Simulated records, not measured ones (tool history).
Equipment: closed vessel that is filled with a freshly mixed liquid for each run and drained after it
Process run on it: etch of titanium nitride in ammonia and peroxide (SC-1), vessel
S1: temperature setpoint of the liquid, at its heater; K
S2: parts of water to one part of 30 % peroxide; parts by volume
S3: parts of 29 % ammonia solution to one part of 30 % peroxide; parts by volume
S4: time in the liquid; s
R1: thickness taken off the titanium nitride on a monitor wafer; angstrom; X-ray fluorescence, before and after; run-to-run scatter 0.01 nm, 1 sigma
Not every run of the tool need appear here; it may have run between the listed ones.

{"run": 1, "hour": 0.0, "S1": 330.15, "S2": 12.5, "S3": 0.45, "S4": 30, "R1": 21.563}
{"run": 2, "hour": 8.1, "S1": 333.65, "S2": 12.5, "S3": 0.45, "S4": 30, "R1": 26.695}
{"run": 3, "hour": 11.6, "S1": 333.65, "S2": 12.5, "S3": 0.45, "S4": 30, "R1": 27.248}
{"run": 4, "hour": 16.8, "S1": 333.65, "S2": 12.5, "S3": 0.35, "S4": 30, "R1": 26.16}
{"run": 5, "hour": 20.4, "S1": 332.15, "S2": 12.5, "S3": 0.35, "S4": 30, "R1": 23.231}
{"run": 6, "hour": 23.5, "S1": 332.15, "S2": 14.5, "S3": 0.35, "S4": 30, "R1": 21.636}

For run 7, what comes out?
{"run": 7, "hour": 27.1, "S1": 327.65, "S2": 14.5, "S3": 0.35, "S4": 30, "R1": "?"}

Run 7 gave R1 15.775 angstrom.
